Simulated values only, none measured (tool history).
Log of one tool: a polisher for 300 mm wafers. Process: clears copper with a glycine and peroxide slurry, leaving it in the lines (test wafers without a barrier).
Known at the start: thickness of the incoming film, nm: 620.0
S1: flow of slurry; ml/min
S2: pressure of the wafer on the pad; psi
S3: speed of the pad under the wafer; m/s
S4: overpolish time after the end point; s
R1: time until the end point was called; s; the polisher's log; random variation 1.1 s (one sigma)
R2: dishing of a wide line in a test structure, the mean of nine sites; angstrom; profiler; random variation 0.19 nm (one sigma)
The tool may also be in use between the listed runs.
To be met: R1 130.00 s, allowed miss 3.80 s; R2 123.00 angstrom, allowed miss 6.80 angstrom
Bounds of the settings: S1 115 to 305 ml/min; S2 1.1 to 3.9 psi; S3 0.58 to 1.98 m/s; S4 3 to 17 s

run	hour	S1	S2	S3	S4	R1	R2
1	0.0	195	2.5	1.28	9	100.08	428.93
2	3.5	195	2.5	1.16	9	109.90	401.22
3	6.0	195	2.0	1.16	9	121.28	357.62
4	10.8	195	1.6	1.16	9	130.40	326.63
5	19.0	195	1.6	1.16	7	131.91	265.55
6	23.7	195	1.6	1.46	7	111.55	320.32
7	25.6	210	1.6	1.40	7	113.33	299.82
8	26.4	220	1.5	1.36	7	118.90	296.39

Which of these 5 next moves meets every target?
A	27.2	250	1.1	1.20	12	?	?
B	27.2	215	1.3	1.34	17	?	?
C	27.2	270	1.3	1.34	11	?	?
D	27.2	180	1.2	1.64	3	?	?
E	27.2	215	1.1	1.40	3	?	?

move	R1	R2
A	143.33	399.87
B	127.43	589.90
C	124.04	419.94
D	115.18	135.93
E	130.37	120.79
A: further off than the last run
B: further off than the last run
C: further off than the last run
D: nearer than the last run, and not there yet
E: meets every target
Move E is the one to make.

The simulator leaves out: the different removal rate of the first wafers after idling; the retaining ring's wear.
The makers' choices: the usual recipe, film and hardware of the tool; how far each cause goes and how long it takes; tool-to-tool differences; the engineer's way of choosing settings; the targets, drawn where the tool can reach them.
